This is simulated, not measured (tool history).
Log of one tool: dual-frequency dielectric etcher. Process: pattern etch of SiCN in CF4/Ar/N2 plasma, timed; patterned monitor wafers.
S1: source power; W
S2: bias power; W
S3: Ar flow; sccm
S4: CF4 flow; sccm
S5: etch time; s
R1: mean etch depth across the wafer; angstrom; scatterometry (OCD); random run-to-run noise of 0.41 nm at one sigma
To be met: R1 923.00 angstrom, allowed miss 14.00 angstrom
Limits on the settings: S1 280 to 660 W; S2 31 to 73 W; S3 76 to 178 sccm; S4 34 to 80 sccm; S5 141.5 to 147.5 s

| run | hour | S1 | S2 | S3 | S4 | S5 | R1 |
|---|---|---|---|---|---|---|---|
| 1 | 0.0 | 470 | 52 | 127 | 57 | 141.5 | 1064.50 |
| 2 | 8.0 | 470 | 46 | 127 | 57 | 141.5 | 1053.20 |
| 3 | 15.0 | 470 | 46 | 146 | 57 | 141.5 | 1024.10 |
| 4 | 15.9 | 550 | 46 | 146 | 57 | 141.5 | 1206.70 |
| 5 | 20.3 | 550 | 46 | 126 | 57 | 141.5 | 1246.20 |
| 6 | 27.0 | 510 | 46 | 126 | 57 | 141.5 | 1147.40 |
| 7 | 34.6 | 480 | 46 | 126 | 57 | 141.5 | 1075.40 |
| 8 | 38.7 | 390 | 46 | 126 | 57 | 141.5 | 859.59 |
| 9 | 41.5 | 400 | 46 | 126 | 57 | 141.5 | 881.67 |

Next run, 4 choices. One meets every target within its allowed miss, the rest don't. Which?
| A | 44.3 | 420 | 42 | 135 | 58 | 142.5 | ? |
| B | 44.3 | 380 | 45 | 120 | 60 | 144.5 | ? |
| C | 44.3 | 370 | 47 | 123 | 61 | 147.5 | ? |
| D | 44.3 | 360 | 52 | 117 | 61 | 142.0 | ? |

| move | R1 |
|---|---|
| A | 916.89 |
| B | 865.16 |
| C | 862.05 |
| D | 825.57 |
A: in spec on every target
B: lands further from the targets than the last run did
C: lands further from the targets than the last run did
D: lands further from the targets than the last run did
Answer: A

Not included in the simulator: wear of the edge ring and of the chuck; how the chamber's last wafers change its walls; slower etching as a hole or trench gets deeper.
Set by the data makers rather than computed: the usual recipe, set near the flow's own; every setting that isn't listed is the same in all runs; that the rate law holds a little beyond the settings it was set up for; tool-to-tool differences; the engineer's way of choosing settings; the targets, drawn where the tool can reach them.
